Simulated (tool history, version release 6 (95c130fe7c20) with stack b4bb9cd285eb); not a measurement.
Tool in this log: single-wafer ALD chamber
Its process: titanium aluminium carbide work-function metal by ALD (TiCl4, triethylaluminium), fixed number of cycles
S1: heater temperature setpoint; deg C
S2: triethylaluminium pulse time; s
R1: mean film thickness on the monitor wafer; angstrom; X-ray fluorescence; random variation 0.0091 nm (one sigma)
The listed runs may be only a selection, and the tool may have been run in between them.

run	day	S1	S2	R1
1	0.000	320	10.70	20.041
2	0.329	320	9.60	19.815
3	0.383	315	8.34	18.867
4	0.558	315	5.69	16.132
5	0.842	315	3.85	11.495
6	1.096	312	4.43	13.258
7	1.367	311	4.95	14.462
8	1.650	309	8.37	18.208
9	1.771	309	8.12	18.157
10	1.792	310	7.92	18.053
11	1.929	311	7.79	18.148
12	2.267	311	7.79	18.221

Run 13, settings as shown, results not yet in. Your forecast:
13	2.371	299	4.72	?

{"run 13": {"R1": 13.199}}

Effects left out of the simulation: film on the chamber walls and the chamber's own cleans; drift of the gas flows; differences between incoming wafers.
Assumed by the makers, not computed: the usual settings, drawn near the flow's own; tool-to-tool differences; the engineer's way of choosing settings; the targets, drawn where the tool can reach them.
